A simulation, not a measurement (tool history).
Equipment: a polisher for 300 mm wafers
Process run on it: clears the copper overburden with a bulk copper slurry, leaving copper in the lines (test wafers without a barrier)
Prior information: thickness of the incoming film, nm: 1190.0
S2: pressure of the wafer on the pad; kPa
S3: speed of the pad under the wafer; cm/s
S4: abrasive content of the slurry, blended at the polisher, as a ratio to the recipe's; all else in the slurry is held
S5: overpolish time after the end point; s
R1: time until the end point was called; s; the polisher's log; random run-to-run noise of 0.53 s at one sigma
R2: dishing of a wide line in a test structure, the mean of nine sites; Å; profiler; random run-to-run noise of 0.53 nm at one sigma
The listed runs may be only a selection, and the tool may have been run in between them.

run 1 hour=0 | flow_of_slurry_(ml/min)=220 S2=21.4 S3=142 S4=1 S5=11 | R1=93.632 R2=352.99
run 2 hour=8.3 | flow_of_slurry_(ml/min)=220 S2=24.8 S3=144 S4=1 S5=10 | R1=79.448 R2=372.18
run 3 hour=16.4 | flow_of_slurry_(ml/min)=220 S2=24.8 S3=110 S4=1 S5=10 | R1=96.951 R2=349.7
run 4 hour=23.9 | flow_of_slurry_(ml/min)=225 S2=27.6 S3=122 S4=1 S5=8 | R1=81.629 R2=349.35
run 5 hour=27.8 | flow_of_slurry_(ml/min)=225 S2=29 S3=132 S4=1 S5=8 | R1=72.384 R2=356.26
run 6 hour=34 | flow_of_slurry_(ml/min)=225 S2=30.3 S3=140 S4=1 S5=8 | R1=68.072 R2=371.99
run 7 hour=37 | flow_of_slurry_(ml/min)=230 S2=31 S3=150 S4=1 S5=7 | R1=60.762 R2=368.9
run 8 hour=41.3 | flow_of_slurry_(ml/min)=235 S2=33.8 S3=162 S4=1 S5=8 | R1=53.312 R2=382.17

Forecast run 9:
run 9 hour=41.8 | flow_of_slurry_(ml/min)=235 S2=33.8 S3=166 S4=1 S5=8 | R1=? R2=?

{"run 9": {"R1": 52.94, "R2": 375.13}}
